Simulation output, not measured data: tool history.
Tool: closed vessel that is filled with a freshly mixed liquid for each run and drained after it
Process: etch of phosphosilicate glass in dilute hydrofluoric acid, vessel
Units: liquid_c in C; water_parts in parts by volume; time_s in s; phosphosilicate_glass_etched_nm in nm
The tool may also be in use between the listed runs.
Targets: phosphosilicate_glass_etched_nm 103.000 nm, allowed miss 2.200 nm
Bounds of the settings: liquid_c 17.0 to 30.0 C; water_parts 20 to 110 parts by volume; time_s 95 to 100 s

run,hour,liquid_c,water_parts,time_s,phosphosilicate_glass_etched_nm
1,0.0,22.0,60,95,73.558
2,9.1,23.0,60,95,77.392
3,14.6,24.0,60,95,79.994
4,19.7,25.0,60,95,83.208
5,22.4,26.0,60,95,87.153
6,28.6,26.5,60,95,88.530
7,37.8,27.0,60,95,89.493
8,39.1,27.5,60,95,92.518
# hour 42.9: hydrofluoric acid flow meter replaced
9,42.9,28.0,60,95,107.180
10,46.2,27.5,60,95,106.360

5 next moves are on the table. One of them brings every result within its allowed miss. Which?
A,49.5,23.5,55,100,?
B,49.5,25.5,55,95,?
C,49.5,29.0,65,100,?
D,49.5,26.5,60,100,?
E,49.5,27.0,60,100,?

move,phosphosilicate_glass_etched_nm
A,104.370
B,107.590
C,108.590
D,107.340
E,109.500
A: meets every target
B: further off than the last run
C: further off than the last run
D: further off than the last run
E: further off than the last run
Answer: A
